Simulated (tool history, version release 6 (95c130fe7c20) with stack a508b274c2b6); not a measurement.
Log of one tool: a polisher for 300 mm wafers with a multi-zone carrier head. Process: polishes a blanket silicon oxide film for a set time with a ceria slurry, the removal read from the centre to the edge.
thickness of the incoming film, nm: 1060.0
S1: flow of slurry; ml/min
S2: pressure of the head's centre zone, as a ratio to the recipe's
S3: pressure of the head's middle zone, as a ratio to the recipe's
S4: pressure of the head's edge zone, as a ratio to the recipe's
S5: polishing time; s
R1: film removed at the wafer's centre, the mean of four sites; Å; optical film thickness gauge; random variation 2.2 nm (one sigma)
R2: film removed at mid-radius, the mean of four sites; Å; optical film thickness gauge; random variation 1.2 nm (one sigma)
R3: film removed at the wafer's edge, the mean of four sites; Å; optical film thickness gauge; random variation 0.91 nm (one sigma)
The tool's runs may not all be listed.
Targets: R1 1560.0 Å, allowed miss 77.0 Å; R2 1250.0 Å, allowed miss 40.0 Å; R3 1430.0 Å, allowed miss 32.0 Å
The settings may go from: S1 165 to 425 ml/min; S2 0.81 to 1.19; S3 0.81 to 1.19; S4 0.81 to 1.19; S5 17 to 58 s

{"run": 1, "day": 0.0, "S1": 275, "S2": 1.0, "S3": 1.0, "S4": 1.0, "S5": 37, "R1": 2054.1, "R2": 2081.2, "R3": 2041.0}
{"run": 2, "day": 0.138, "S1": 275, "S2": 0.92, "S3": 1.0, "S4": 1.0, "S5": 37, "R1": 1869.1, "R2": 2028.6, "R3": 2065.0}
{"run": 3, "day": 0.162, "S1": 265, "S2": 0.95, "S3": 0.96, "S4": 1.0, "S5": 34, "R1": 1753.7, "R2": 1773.6, "R3": 1891.2}
{"run": 4, "day": 0.3, "S1": 265, "S2": 0.88, "S3": 0.96, "S4": 1.0, "S5": 34, "R1": 1662.6, "R2": 1808.4, "R3": 1899.4}
{"run": 5, "day": 0.521, "S1": 265, "S2": 0.88, "S3": 0.96, "S4": 1.0, "S5": 38, "R1": 1876.6, "R2": 2029.5, "R3": 2110.0}
{"run": 6, "day": 0.779, "S1": 265, "S2": 0.85, "S3": 0.96, "S4": 1.0, "S5": 38, "R1": 1774.4, "R2": 2041.7, "R3": 2116.4}
{"run": 7, "day": 0.933, "S1": 260, "S2": 0.88, "S3": 0.93, "S4": 0.97, "S5": 36, "R1": 1719.3, "R2": 1866.4, "R3": 1968.1}
{"run": 8, "day": 0.971, "S1": 255, "S2": 0.93, "S3": 0.9, "S4": 0.95, "S5": 34, "R1": 1743.2, "R2": 1704.7, "R3": 1865.9}
{"run": 9, "day": 1.346, "S1": 250, "S2": 0.95, "S3": 0.88, "S4": 0.93, "S5": 32, "R1": 1638.8, "R2": 1572.9, "R3": 1726.0}
{"run": 10, "day": 1.475, "S1": 245, "S2": 0.98, "S3": 0.87, "S4": 0.92, "S5": 31, "R1": 1702.2, "R2": 1495.0, "R3": 1665.6}
{"run": 11, "day": 1.625, "S1": 240, "S2": 0.98, "S3": 0.86, "S4": 0.9, "S5": 30, "R1": 1602.7, "R2": 1445.0, "R3": 1585.8}
{"run": 12, "day": 1.804, "S1": 230, "S2": 0.99, "S3": 0.85, "S4": 0.89, "S5": 29, "R1": 1623.1, "R2": 1351.7, "R3": 1517.8}
{"run": 13, "day": 2.012, "S1": 220, "S2": 0.98, "S3": 0.84, "S4": 0.88, "S5": 29, "R1": 1541.6, "R2": 1343.3, "R3": 1524.4}
{"run": 14, "day": 2.262, "S1": 215, "S2": 0.99, "S3": 0.83, "S4": 0.87, "S5": 29, "R1": 1568.8, "R2": 1340.4, "R3": 1505.0}

Which of these 4 next moves meets every target?
{"run": "A", "day": 2.512, "S1": 240, "S2": 1.05, "S3": 0.83, "S4": 0.89, "S5": 27, "R1": "?", "R2": "?", "R3": "?"}
{"run": "B", "day": 2.512, "S1": 170, "S2": 1.08, "S3": 0.85, "S4": 0.92, "S5": 26, "R1": "?", "R2": "?", "R3": "?"}
{"run": "C", "day": 2.512, "S1": 215, "S2": 1.08, "S3": 1.0, "S4": 0.81, "S5": 27, "R1": "?", "R2": "?", "R3": "?"}
{"run": "D", "day": 2.512, "S1": 235, "S2": 0.99, "S3": 0.87, "S4": 0.84, "S5": 28, "R1": "?", "R2": "?", "R3": "?"}

move=A R1=1586.0 R2=1251.6 R3=1421.8
move=B R1=1505.5 R2=1182.3 R3=1347.5
move=C R1=1613.1 R2=1444.6 R3=1356.5
move=D R1=1546.9 R2=1346.8 R3=1438.7
A: meets every target
B: takes the result that was furthest off past its target
C: takes the result that was furthest off past its target
D: brings the result that was furthest off to its target, and leaves another outside
Answer: A
